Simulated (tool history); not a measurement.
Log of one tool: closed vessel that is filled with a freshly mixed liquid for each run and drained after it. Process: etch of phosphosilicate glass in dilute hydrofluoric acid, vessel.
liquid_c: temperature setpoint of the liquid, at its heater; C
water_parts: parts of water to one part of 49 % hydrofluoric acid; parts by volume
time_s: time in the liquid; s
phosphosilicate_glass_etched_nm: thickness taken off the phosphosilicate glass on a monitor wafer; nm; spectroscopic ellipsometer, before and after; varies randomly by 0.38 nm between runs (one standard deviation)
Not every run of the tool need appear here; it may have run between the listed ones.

run	hour	liquid_c	water_parts	time_s	phosphosilicate_glass_etched_nm
1	0	22	65	30	27.813
2	0.6	22	55	30	33.405
3	8.4	23	55	30	35.02
4	10.3	20	55	30	30.049
5	13.2	20	75	30	21.703
6	14.3	20	75	30	22.101
7	22.2	21	70	30	24.436

The next listed run, before its measurement:
8	23.7	22	70	30	?

{"run 8": {"phosphosilicate_glass_etched_nm": 25.572}}
